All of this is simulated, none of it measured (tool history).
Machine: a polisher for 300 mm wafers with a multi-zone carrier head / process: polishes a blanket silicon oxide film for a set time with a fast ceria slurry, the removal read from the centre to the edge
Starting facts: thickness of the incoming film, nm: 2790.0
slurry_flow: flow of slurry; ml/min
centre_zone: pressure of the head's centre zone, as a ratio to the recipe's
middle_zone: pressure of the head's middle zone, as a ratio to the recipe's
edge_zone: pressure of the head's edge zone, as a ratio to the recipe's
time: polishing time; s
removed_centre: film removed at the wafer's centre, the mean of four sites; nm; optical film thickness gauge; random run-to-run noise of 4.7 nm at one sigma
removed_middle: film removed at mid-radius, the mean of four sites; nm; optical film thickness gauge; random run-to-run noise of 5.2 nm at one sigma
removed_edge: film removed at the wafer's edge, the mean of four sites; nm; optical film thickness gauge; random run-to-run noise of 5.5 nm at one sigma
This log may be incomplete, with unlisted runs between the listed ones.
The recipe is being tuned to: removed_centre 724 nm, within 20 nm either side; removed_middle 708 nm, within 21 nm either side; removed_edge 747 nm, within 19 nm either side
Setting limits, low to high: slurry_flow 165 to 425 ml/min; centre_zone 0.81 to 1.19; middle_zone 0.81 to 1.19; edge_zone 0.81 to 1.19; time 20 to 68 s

{"run": 1, "hour": 0.0, "slurry_flow": 275, "centre_zone": 1, "middle_zone": 1, "edge_zone": 1, "time": 44, "removed_centre": 1051.8, "removed_middle": 1074.8, "removed_edge": 1102.5}
{"run": 2, "hour": 7.4, "slurry_flow": 270, "centre_zone": 0.99, "middle_zone": 0.98, "edge_zone": 0.97, "time": 41, "removed_centre": 966.56, "removed_middle": 980.21, "removed_edge": 1025.5}
{"run": 3, "hour": 13.7, "slurry_flow": 270, "centre_zone": 0.99, "middle_zone": 0.97, "edge_zone": 0.95, "time": 39, "removed_centre": 919.19, "removed_middle": 942.55, "removed_edge": 962.05}
{"run": 4, "hour": 19.3, "slurry_flow": 270, "centre_zone": 0.93, "middle_zone": 0.97, "edge_zone": 0.95, "time": 39, "removed_centre": 869.09, "removed_middle": 928.7, "removed_edge": 968.73}
{"run": 5, "hour": 24.0, "slurry_flow": 270, "centre_zone": 0.86, "middle_zone": 0.97, "edge_zone": 0.95, "time": 39, "removed_centre": 815.2, "removed_middle": 922.83, "removed_edge": 967.79}
{"run": 6, "hour": 32.2, "slurry_flow": 270, "centre_zone": 0.88, "middle_zone": 0.95, "edge_zone": 0.93, "time": 37, "removed_centre": 787.48, "removed_middle": 863.98, "removed_edge": 913.42}
{"run": 7, "hour": 40.6, "slurry_flow": 270, "centre_zone": 0.9, "middle_zone": 0.94, "edge_zone": 0.91, "time": 36, "removed_centre": 787.34, "removed_middle": 838.31, "removed_edge": 878.48}
{"hour": 47.3, "done": "edge zone pressure recalibrated"}
{"run": 8, "hour": 47.3, "slurry_flow": 265, "centre_zone": 0.9, "middle_zone": 0.93, "edge_zone": 0.89, "time": 35, "removed_centre": 769.78, "removed_middle": 796.71, "removed_edge": 815.01}
{"run": 9, "hour": 54.5, "slurry_flow": 255, "centre_zone": 0.89, "middle_zone": 0.92, "edge_zone": 0.88, "time": 35, "removed_centre": 743.56, "removed_middle": 805.51, "removed_edge": 818.44}
{"run": 10, "hour": 58.0, "slurry_flow": 255, "centre_zone": 0.9, "middle_zone": 0.9, "edge_zone": 0.87, "time": 35, "removed_centre": 752.64, "removed_middle": 784.87, "removed_edge": 804.99}
{"run": 11, "hour": 61.5, "slurry_flow": 250, "centre_zone": 0.9, "middle_zone": 0.88, "edge_zone": 0.86, "time": 35, "removed_centre": 750.19, "removed_middle": 755.72, "removed_edge": 809.98}
{"run": 12, "hour": 68.8, "slurry_flow": 230, "centre_zone": 0.93, "middle_zone": 0.88, "edge_zone": 0.81, "time": 32, "removed_centre": 699.28, "removed_middle": 697.96, "removed_edge": 726.06}
{"run": 13, "hour": 75.8, "slurry_flow": 235, "centre_zone": 0.93, "middle_zone": 0.88, "edge_zone": 0.82, "time": 32, "removed_centre": 702.9, "removed_middle": 690.42, "removed_edge": 728.21}

Of the 4 settings listed for the next run, only one would bring every result within its allowed miss of target. Which one?
{"run": "A", "hour": 82.8, "slurry_flow": 260, "centre_zone": 0.98, "middle_zone": 0.93, "edge_zone": 0.81, "time": 31, "removed_centre": "?", "removed_middle": "?", "removed_edge": "?"}
{"run": "B", "hour": 82.8, "slurry_flow": 300, "centre_zone": 1.01, "middle_zone": 0.94, "edge_zone": 0.81, "time": 32, "removed_centre": "?", "removed_middle": "?", "removed_edge": "?"}
{"run": "C", "hour": 82.8, "slurry_flow": 270, "centre_zone": 0.94, "middle_zone": 0.89, "edge_zone": 0.86, "time": 32, "removed_centre": "?", "removed_middle": "?", "removed_edge": "?"}
{"run": "D", "hour": 82.8, "slurry_flow": 250, "centre_zone": 0.89, "middle_zone": 0.84, "edge_zone": 0.84, "time": 34, "removed_centre": "?", "removed_middle": "?", "removed_edge": "?"}

move=A removed_centre=725 removed_middle=710.04 removed_edge=704.01
move=B removed_centre=782.09 removed_middle=751.26 removed_edge=735.42
move=C removed_centre=725.05 removed_middle=709.88 removed_edge=741.78
move=D removed_centre=726.99 removed_middle=712.7 removed_edge=778.03
A: the worst result of the last run now meets its target, but another is out of spec
B: moves the result that the last run missed by most past its target, out the other side
C: each result inside its tolerance
D: the worst result of the last run now meets its target, but another is out of spec
Answer: C
